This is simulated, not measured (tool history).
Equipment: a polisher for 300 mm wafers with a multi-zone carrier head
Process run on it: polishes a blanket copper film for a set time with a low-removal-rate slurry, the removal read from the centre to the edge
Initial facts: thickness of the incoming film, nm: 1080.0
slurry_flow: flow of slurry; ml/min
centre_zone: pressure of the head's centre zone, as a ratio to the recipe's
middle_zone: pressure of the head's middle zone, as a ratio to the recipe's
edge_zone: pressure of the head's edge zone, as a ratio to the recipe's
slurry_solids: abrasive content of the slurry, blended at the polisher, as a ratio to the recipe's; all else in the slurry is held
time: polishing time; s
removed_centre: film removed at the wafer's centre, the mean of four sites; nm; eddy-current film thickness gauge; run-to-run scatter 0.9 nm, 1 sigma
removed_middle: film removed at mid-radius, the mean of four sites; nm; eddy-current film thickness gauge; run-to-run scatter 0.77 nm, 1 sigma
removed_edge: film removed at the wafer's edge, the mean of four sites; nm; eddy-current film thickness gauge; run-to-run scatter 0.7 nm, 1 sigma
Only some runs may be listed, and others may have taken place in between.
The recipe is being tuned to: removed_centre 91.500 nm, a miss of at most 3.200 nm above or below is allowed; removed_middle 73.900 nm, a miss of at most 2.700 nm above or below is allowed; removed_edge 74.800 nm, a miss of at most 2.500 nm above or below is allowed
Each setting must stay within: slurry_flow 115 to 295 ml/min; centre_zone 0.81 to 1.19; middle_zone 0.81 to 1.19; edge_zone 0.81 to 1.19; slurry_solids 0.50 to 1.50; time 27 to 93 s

run,hour,slurry_flow,centre_zone,middle_zone,edge_zone,slurry_solids,time,removed_centre,removed_middle,removed_edge
1,0.0,190,1.00,1.00,1.00,1.00,59,94.592,92.992,93.769
2,8.8,190,1.00,1.00,1.00,1.00,68,110.590,105.800,108.490
3,16.4,235,1.00,1.00,1.00,1.00,68,114.630,109.120,112.440
4,23.4,235,1.00,1.08,1.00,1.00,68,112.540,115.890,112.430
5,24.7,220,1.02,1.02,0.95,0.85,65,107.760,101.860,101.580
6,25.5,220,1.02,1.02,0.95,0.65,65,102.160,98.109,96.088
7,31.9,205,1.04,0.99,0.91,0.60,62,96.848,89.190,87.188
8,37.0,160,1.09,0.89,0.81,0.50,58,86.595,71.602,73.226

Which of these 5 next moves meets every target?
A,42.1,155,1.01,0.81,0.93,0.50,60,?,?,?
B,42.1,175,1.10,0.87,0.87,0.50,53,?,?,?
C,42.1,170,1.05,0.92,0.88,0.55,62,?,?,?
D,42.1,175,1.15,0.94,0.89,0.50,56,?,?,?
E,42.1,165,1.02,0.90,0.83,0.55,64,?,?,?

move,removed_centre,removed_middle,removed_edge
A,81.145,68.745,81.485
B,80.282,65.296,70.994
C,90.480,80.234,84.391
D,88.746,72.810,75.732
E,90.112,81.102,84.522
A: moves away from the targets compared with the last run
B: moves away from the targets compared with the last run
C: the furthest-off result lands on target, but another misses its tolerance
D: hits every target within its allowed miss
E: the furthest-off result lands on target, but another misses its tolerance
Correct choice: D, which meets every target
